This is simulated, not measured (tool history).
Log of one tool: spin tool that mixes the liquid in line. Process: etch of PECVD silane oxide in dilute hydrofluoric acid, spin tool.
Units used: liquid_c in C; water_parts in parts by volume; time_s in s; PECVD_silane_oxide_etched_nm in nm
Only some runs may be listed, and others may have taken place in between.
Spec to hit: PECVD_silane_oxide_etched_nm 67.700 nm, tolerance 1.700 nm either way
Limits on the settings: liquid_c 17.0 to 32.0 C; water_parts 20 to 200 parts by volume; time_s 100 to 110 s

run,hour,liquid_c,water_parts,time_s,PECVD_silane_oxide_etched_nm
1,0.0,24.0,110,100,30.250
2,4.8,27.5,110,100,34.587
3,9.7,30.5,110,100,38.673
4,13.4,31.0,95,100,46.876
5,14.9,31.5,85,100,53.512
6,20.4,29.0,85,100,49.255
7,27.8,30.0,80,100,54.425
8,36.6,30.5,75,100,59.616
9,37.5,31.0,75,100,60.726
10,39.0,31.5,75,100,62.627

Exactly one of the 4 candidate moves below puts every result within its allowed miss. Which one?
A,40.5,31.0,80,100,?
B,40.5,28.5,65,100,?
C,40.5,32.0,70,105,?
D,40.5,29.5,65,100,?

move,PECVD_silane_oxide_etched_nm
A,56.252
B,64.282
C,71.184
D,66.840
A: lands further from the targets than the last run did
B: closer than the last run, but not yet in spec
C: takes the biggest miss from the last run beyond its target
D: all results in spec
D meets every target.

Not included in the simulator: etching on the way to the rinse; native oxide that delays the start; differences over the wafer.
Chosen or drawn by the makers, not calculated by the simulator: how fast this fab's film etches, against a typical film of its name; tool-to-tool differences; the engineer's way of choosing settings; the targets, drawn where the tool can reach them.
